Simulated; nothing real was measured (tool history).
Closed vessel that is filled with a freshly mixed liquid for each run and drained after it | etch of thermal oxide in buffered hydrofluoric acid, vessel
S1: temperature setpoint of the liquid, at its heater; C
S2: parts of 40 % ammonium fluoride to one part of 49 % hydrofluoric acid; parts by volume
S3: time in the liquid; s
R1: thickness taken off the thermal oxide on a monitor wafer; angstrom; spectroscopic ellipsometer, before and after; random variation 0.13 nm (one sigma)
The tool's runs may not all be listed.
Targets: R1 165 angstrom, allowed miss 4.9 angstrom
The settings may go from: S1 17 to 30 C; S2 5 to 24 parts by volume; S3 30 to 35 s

run,hour,S1,S2,S3,R1
1,0,22,14.5,35,241.91
2,3.1,23.5,14.5,35,260.85
3,10.1,22.5,15,35,241.04
4,11,22,15,35,231.44
5,12,22,15,35,231.55
6,16.3,21.5,15,35,226.67
7,20.1,21.5,15,35,228.89
# hour 28.9: thermometer replaced
8,28.9,21,15.5,35,230.44
9,36.2,20.5,16.5,35,214.38
10,44.5,20,17,35,203.07
11,52.7,19.5,17.5,35,189.44
12,59.8,19,17.5,35,186.76
13,67.4,18.5,17.5,35,180.22

4 next moves are on the table. One of them brings every result within its allowed miss. Which?
A,75,17.5,15,35,?
B,75,18,17,30,?
C,75,17,16.5,30,?
D,75,19,17,30,?

move,R1
A,198.85
B,155.01
C,150.79
D,164.05
A: further off than the last run
B: takes the result that was furthest off past its target
C: takes the result that was furthest off past its target
D: meets every target
The right move is D.
